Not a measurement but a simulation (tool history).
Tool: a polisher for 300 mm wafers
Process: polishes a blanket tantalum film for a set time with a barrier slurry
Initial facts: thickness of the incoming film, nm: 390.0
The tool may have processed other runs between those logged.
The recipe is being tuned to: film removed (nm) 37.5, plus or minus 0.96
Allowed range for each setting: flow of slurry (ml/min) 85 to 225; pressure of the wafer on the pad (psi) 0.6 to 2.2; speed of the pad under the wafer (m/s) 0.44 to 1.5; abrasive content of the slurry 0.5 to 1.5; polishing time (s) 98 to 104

run  hour  flow of slurry (ml/min)  pressure of the wafer on the pad (psi)  speed of the pad under the wafer (m/s)  abrasive content of the slurry  polishing time (s)  film removed (nm)
  1     0                      145                                     1.4                                    0.96                               1                  98             101.08
  2   5.2                      140                                     1.2                                    0.88                               1                  98             79.207
  3   8.6                      140                                       1                                    0.88                               1                  98             67.399
  4    14                      140                                       1                                    0.88                               1                 104             70.974
  5  17.6                      140                                       1                                    1.12                               1                 104             85.985
  6  26.1                      120                                       1                                    1.12                               1                 104             83.789
  7  30.1                      115                                     0.9                                       1                               1                 104             68.441
  8  31.2                      110                                     0.8                                    0.92                               1                 104             56.359
  9  31.9                      105                                     0.8                                    0.88                               1                 104             53.307
 10  35.7                       90                                     0.6                                    0.68                               1                 104              31.77
 11  39.8                      100                                     0.6                                    0.68                               1                 104             33.014
 12    42                      110                                     0.6                                    0.68                               1                 104             33.477
 13  45.6                      150                                     0.7                                    0.68                               1                 104             41.545
 14  52.5                      145                                     0.7                                    0.68                               1                 104             41.879

Which of these 4 next moves meets every target?
  A  59.4                      180                                     0.8                                     0.6                             0.9                  98                  ?
  B  59.4                      115                                     0.8                                     0.7                            0.75                 104                  ?
  C  59.4                      140                                     0.6                                    0.76                               1                 100                  ?
  D  59.4                      140                                     0.8                                    0.56                            0.95                 103                  ?

move  film removed (nm)
   A             40.123
   B             40.732
   C             37.315
   D             39.183
A: closer than the last run, but not yet in spec
B: closer than the last run, but not yet in spec
C: in spec on every target
D: closer than the last run, but not yet in spec
Correct choice: C, which meets every target
